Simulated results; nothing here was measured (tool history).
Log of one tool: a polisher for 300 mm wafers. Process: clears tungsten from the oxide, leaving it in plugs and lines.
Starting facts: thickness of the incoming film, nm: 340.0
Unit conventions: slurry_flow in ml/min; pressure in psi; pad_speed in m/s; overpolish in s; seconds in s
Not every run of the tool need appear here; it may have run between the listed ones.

run 1 hour=0.0 | slurry_flow=230 pressure=4.3 pad_speed=1.12 slurry_solids=1.0 overpolish=41 | seconds=65.06
run 2 hour=7.6 | slurry_flow=230 pressure=3.5 pad_speed=1.04 slurry_solids=1.0 overpolish=41 | seconds=83.95
run 3 hour=13.5 | slurry_flow=230 pressure=2.6 pad_speed=1.04 slurry_solids=1.0 overpolish=41 | seconds=110.51
run 4 hour=18.8 | slurry_flow=265 pressure=2.6 pad_speed=1.04 slurry_solids=1.0 overpolish=41 | seconds=110.16
run 5 hour=22.9 | slurry_flow=265 pressure=2.4 pad_speed=1.04 slurry_solids=1.0 overpolish=41 | seconds=116.55
run 6 hour=26.3 | slurry_flow=265 pressure=2.4 pad_speed=1.18 slurry_solids=1.0 overpolish=41 | seconds=109.01

For run 7, what comes out?
run 7 hour=35.3 | slurry_flow=265 pressure=2.2 pad_speed=1.14 slurry_solids=1.0 overpolish=41 | seconds=?

seconds: 116.30 s
